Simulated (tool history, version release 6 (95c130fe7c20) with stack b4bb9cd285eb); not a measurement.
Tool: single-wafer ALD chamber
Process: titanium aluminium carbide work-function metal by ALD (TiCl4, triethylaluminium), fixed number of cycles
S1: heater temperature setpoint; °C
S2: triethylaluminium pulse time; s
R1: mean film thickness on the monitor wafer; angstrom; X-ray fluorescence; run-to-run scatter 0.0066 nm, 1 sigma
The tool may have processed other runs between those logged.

run  hour   S1     S2      R1
  1     0  290   15.1  18.705
  2   1.4  286   15.1   18.45
  3   8.3  280  12.02  17.799
  4  10.7  280   9.63  17.087
  5  12.7  280   5.44  11.496
  6  18.8  276   6.26  13.181
  7  22.1  273   6.69  13.756
  8  27.8  271   7.06  14.399
  9  28.8  270   7.21  14.435
 10  30.6  282   8.94  16.754
 11  33.7  279   8.86   16.61
 12  40.1  279   8.86  16.499

Expected results for the next run?
 13  40.7  267  5.44   ?

R1: 10.852 angstrom

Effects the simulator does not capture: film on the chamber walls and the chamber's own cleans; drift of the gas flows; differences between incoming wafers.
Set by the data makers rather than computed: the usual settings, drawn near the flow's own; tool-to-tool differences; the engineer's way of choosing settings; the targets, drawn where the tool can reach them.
